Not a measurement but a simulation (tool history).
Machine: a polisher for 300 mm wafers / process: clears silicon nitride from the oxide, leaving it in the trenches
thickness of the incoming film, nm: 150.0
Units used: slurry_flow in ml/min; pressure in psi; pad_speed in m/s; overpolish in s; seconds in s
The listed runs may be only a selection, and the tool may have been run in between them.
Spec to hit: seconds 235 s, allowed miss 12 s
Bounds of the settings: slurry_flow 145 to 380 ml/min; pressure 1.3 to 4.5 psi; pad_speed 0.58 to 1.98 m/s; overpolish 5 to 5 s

run,day,slurry_flow,pressure,pad_speed,overpolish,seconds
1,0,245,2.9,1.28,5,102.77
2,0.292,245,2.9,1.28,5,106.62
3,0.617,245,2.7,1.24,5,116.86
4,0.767,245,2.5,1.2,5,130.61
5,0.921,205,2.5,1.2,5,133.2
6,1.242,205,2.5,1.08,5,147.84
7,1.529,205,2.3,1.08,5,155.96
8,1.775,205,2.2,1.06,5,168
9,2.062,205,1.4,1.02,5,276.19

Which of these 4 next moves meets every target?
A,2.35,185,1.4,0.92,5,?
B,2.35,225,1.3,0.84,5,?
C,2.35,185,1.8,0.94,5,?
D,2.35,230,1.3,0.88,5,?

move,seconds
A,299.82
B,340.67
C,231.53
D,324.92
A: moves away from the targets compared with the last run
B: moves away from the targets compared with the last run
C: hits every target within its allowed miss
D: moves away from the targets compared with the last run
Answer: C
